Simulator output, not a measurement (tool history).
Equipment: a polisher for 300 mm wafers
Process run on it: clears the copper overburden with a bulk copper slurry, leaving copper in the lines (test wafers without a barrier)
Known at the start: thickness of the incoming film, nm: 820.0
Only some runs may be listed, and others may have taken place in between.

run	hour	flow of slurry (ml/min)	pressure of the wafer on the pad (kPa)	speed of the pad under the wafer (cm/s)	abrasive content of the slurry	overpolish time after the end point (s)	time until the end point was called (s)	dishing of a wide line in a test structure (nm)
1	0	145	14.5	128	1	23	84.462	74.437
2	4.9	145	14.5	128	1	29	87.253	80.09
3	12.7	145	17.2	128	1	29	72.482	89.469
4	20.3	145	17.2	128	1	38	72.55	90.044
5	21.8	150	15.9	136	1.05	35	71.841	89.322
6	23.7	150	15.9	136	1.05	45	72.886	91.027
7	26.7	155	15.2	142	1.05	41	72.53	89.029
8	34.1	160	14.5	148	1.05	38	73.263	85.227
9	41.5	165	13.8	152	1.05	35	72.772	84.482
10	44.4	165	13.1	156	1.1	32	73.94	82.073
11	48.8	170	12.4	160	1.05	29	75.382	80.948
12	51	165	11.7	164	1.1	27	78.691	76.239
13	52.1	165	11.7	168	1.15	25	78.288	75.818
14	60.4	170	11.7	172	1.15	23	75.516	74.673
15	66.7	170	11.7	174	1.2	21	74.147	73.773
16	73.9	170	11.7	176	1.2	20	71.042	73.876
17	82.7	170	11.7	176	1.2	19	74.083	71.123
18	84.6	170	11.7	176	1.2	18	71.234	70.907
19	91.1	170	11.7	176	1.2	17	69.059	67.827

What does the tool deliver on the next run?
20	96.8	170	11.7	176	1.2	16	?	?

time until the end point was called (s): 73.304
dishing of a wide line in a test structure (nm): 68.333
